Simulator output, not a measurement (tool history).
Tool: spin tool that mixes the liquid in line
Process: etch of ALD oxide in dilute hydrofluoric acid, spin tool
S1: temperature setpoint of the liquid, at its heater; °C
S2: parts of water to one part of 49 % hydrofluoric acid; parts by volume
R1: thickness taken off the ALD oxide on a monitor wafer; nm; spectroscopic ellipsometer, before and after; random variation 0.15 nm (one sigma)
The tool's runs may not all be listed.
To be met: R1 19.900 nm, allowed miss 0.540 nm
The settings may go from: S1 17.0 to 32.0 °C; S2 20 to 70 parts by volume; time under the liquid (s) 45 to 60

run 1 hour=0.0 | S1=24.0 S2=40 time_under_the_liquid_(s)=60 | R1=33.004
run 2 hour=5.0 | S1=23.0 S2=40 time_under_the_liquid_(s)=60 | R1=31.745
run 3 hour=6.5 | S1=23.0 S2=40 time_under_the_liquid_(s)=45 | R1=23.917
run 4 hour=13.5 | S1=22.5 S2=40 time_under_the_liquid_(s)=45 | R1=23.239
run 5 hour=19.2 | S1=22.0 S2=40 time_under_the_liquid_(s)=45 | R1=23.042
run 6 hour=20.2 | S1=21.5 S2=40 time_under_the_liquid_(s)=45 | R1=22.452
run 7 hour=25.6 | S1=20.5 S2=40 time_under_the_liquid_(s)=45 | R1=21.102
run 8 hour=26.9 | S1=20.0 S2=40 time_under_the_liquid_(s)=45 | R1=20.983

Which of these 4 next moves meets every target?
run A hour=28.2 | S1=19.5 S2=50 time_under_the_liquid_(s)=60 | R1=?
run B hour=28.2 | S1=20.5 S2=40 time_under_the_liquid_(s)=45 | R1=?
run C hour=28.2 | S1=18.5 S2=40 time_under_the_liquid_(s)=45 | R1=?
run D hour=28.2 | S1=20.5 S2=45 time_under_the_liquid_(s)=50 | R1=?

move=A R1=21.517
move=B R1=21.306
move=C R1=19.553
move=D R1=20.915
A: further off than the last run
B: further off than the last run
C: meets every target
D: nearer than the last run, and not there yet
Answer: C

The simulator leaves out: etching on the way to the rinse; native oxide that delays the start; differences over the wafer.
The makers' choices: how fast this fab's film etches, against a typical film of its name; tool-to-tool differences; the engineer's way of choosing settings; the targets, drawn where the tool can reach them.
